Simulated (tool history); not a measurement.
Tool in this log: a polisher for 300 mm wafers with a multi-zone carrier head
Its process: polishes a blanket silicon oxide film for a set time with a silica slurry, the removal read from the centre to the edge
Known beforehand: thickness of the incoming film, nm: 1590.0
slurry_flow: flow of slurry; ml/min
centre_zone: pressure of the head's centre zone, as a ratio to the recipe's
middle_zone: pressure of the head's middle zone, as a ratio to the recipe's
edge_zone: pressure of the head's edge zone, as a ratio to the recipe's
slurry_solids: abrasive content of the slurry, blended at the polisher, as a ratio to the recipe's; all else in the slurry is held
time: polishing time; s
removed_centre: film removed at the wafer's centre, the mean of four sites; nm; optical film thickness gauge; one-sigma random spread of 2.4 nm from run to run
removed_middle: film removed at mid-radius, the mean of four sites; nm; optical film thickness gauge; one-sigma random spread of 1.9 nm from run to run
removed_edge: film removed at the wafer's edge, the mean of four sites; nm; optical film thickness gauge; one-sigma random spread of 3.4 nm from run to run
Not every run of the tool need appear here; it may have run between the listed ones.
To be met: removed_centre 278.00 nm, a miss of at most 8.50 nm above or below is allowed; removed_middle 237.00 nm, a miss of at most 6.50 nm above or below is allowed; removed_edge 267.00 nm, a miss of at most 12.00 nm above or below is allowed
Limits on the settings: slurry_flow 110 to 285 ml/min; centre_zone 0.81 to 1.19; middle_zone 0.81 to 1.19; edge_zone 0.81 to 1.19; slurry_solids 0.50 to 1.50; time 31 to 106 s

Run 1, day 0.000: slurry_flow 180 ml/min, centre_zone 1.00, middle_zone 1.00, edge_zone 1.00, slurry_solids 1.00, time 68 s. Result: removed_centre 188.84 nm, removed_middle 189.97 nm, removed_edge 193.16 nm.
Run 2, day 0.050: slurry_flow 180 ml/min, centre_zone 1.00, middle_zone 1.04, edge_zone 1.00, slurry_solids 1.00, time 68 s. Result: removed_centre 185.27 nm, removed_middle 197.82 nm, removed_edge 196.29 nm.
Run 3, day 0.088: slurry_flow 180 ml/min, centre_zone 1.00, middle_zone 1.04, edge_zone 1.00, slurry_solids 1.00, time 54 s. Result: removed_centre 146.15 nm, removed_middle 160.06 nm, removed_edge 157.74 nm.
Run 4, day 0.462: slurry_flow 160 ml/min, centre_zone 1.00, middle_zone 1.04, edge_zone 1.00, slurry_solids 1.00, time 54 s. Result: removed_centre 144.77 nm, removed_middle 153.86 nm, removed_edge 151.76 nm.
Run 5, day 0.517: slurry_flow 190 ml/min, centre_zone 1.00, middle_zone 1.04, edge_zone 1.00, slurry_solids 1.00, time 54 s. Result: removed_centre 147.84 nm, removed_middle 158.12 nm, removed_edge 156.54 nm.
Run 6, day 0.638: slurry_flow 190 ml/min, centre_zone 1.00, middle_zone 1.04, edge_zone 1.00, slurry_solids 1.20, time 54 s. Result: removed_centre 158.87 nm, removed_middle 169.66 nm, removed_edge 162.84 nm.
At day 0.821: worn pad replaced by a new one.
Run 7, day 0.821: slurry_flow 195 ml/min, centre_zone 1.01, middle_zone 1.02, edge_zone 1.03, slurry_solids 1.25, time 57 s. Result: removed_centre 200.10 nm, removed_middle 203.22 nm, removed_edge 203.62 nm.
Run 8, day 0.979: slurry_flow 205 ml/min, centre_zone 1.02, middle_zone 1.01, edge_zone 1.04, slurry_solids 1.25, time 57 s. Result: removed_centre 197.77 nm, removed_middle 199.61 nm, removed_edge 207.97 nm.
Run 9, day 1.296: slurry_flow 210 ml/min, centre_zone 1.05, middle_zone 1.01, edge_zone 1.05, slurry_solids 1.25, time 57 s. Result: removed_centre 207.41 nm, removed_middle 205.72 nm, removed_edge 208.96 nm.
Run 10, day 1.512: slurry_flow 220 ml/min, centre_zone 1.07, middle_zone 1.00, edge_zone 1.06, slurry_solids 1.25, time 57 s. Result: removed_centre 210.32 nm, removed_middle 205.16 nm, removed_edge 211.71 nm.
Run 11, day 1.779: slurry_flow 220 ml/min, centre_zone 1.09, middle_zone 0.99, edge_zone 1.08, slurry_solids 1.25, time 57 s. Result: removed_centre 215.57 nm, removed_middle 202.07 nm, removed_edge 210.22 nm.
Run 12, day 2.050: slurry_flow 230 ml/min, centre_zone 1.10, middle_zone 0.98, edge_zone 1.10, slurry_solids 1.25, time 57 s. Result: removed_centre 219.66 nm, removed_middle 203.42 nm, removed_edge 221.30 nm.
Run 13, day 2.354: slurry_flow 235 ml/min, centre_zone 1.11, middle_zone 0.98, edge_zone 1.11, slurry_solids 1.25, time 57 s. Result: removed_centre 223.10 nm, removed_middle 200.72 nm, removed_edge 219.81 nm.
Run 14, day 2.425: slurry_flow 240 ml/min, centre_zone 1.12, middle_zone 0.98, edge_zone 1.12, slurry_solids 1.30, time 57 s. Result: removed_centre 228.12 nm, removed_middle 205.68 nm, removed_edge 221.87 nm.

Of the 5 settings listed for the next run, only one would bring every result within its allowed miss of target. Which one?
Run A, day 2.496: slurry_flow 235 ml/min, centre_zone 1.06, middle_zone 0.84, edge_zone 1.19, slurry_solids 1.50, time 66 s. Result: removed_centre ?, removed_middle ?, removed_edge ?.
Run B, day 2.496: slurry_flow 285 ml/min, centre_zone 1.13, middle_zone 0.93, edge_zone 1.12, slurry_solids 1.05, time 73 s. Result: removed_centre ?, removed_middle ?, removed_edge ?.
Run C, day 2.496: slurry_flow 240 ml/min, centre_zone 1.19, middle_zone 1.05, edge_zone 1.10, slurry_solids 1.35, time 65 s. Result: removed_centre ?, removed_middle ?, removed_edge ?.
Run D, day 2.496: slurry_flow 260 ml/min, centre_zone 1.08, middle_zone 1.17, edge_zone 1.09, slurry_solids 1.40, time 52 s. Result: removed_centre ?, removed_middle ?, removed_edge ?.
Run E, day 2.496: slurry_flow 210 ml/min, centre_zone 1.14, middle_zone 1.06, edge_zone 1.10, slurry_solids 1.40, time 66 s. Result: removed_centre ?, removed_middle ?, removed_edge ?.

move  removed_centre  removed_middle  removed_edge
   A          263.11          217.43        278.11
   B          283.06          237.79        269.23
   C          282.77          250.06        254.15
   D          210.02          224.35        205.92
   E          272.68          254.39        257.55
A: an improvement on the last run, though not all results are within tolerance
B: each result inside its tolerance
C: brings the result that was furthest off to its target, and leaves another outside
D: further off than the last run
E: brings the result that was furthest off to its target, and leaves another outside
The right move is B.

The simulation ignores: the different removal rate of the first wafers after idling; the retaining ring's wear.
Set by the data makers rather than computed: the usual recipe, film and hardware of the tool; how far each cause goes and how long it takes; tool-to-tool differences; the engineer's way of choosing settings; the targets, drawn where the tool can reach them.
